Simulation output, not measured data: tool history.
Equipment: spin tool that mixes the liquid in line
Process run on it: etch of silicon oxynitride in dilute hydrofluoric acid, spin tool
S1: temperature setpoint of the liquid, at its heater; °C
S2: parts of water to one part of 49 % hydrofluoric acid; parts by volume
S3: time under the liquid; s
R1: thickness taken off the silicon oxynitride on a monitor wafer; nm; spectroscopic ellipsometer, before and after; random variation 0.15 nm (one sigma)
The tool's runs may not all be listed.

run 1 hour=0 | S1=23 S2=215 S3=330 | R1=5.8111
run 2 hour=1.3 | S1=24.5 S2=195 S3=330 | R1=6.9605
run 3 hour=10.2 | S1=26 S2=180 S3=330 | R1=8.2451
run 4 hour=11 | S1=27 S2=170 S3=330 | R1=9.0466
run 5 hour=18.3 | S1=28 S2=165 S3=330 | R1=9.8147
run 6 hour=19.3 | S1=28.5 S2=160 S3=330 | R1=10.378

For run 7, what comes out?
run 7 hour=20.7 | S1=29 S2=155 S3=330 | R1=?

Run 7 yielded R1 11.061 nm.

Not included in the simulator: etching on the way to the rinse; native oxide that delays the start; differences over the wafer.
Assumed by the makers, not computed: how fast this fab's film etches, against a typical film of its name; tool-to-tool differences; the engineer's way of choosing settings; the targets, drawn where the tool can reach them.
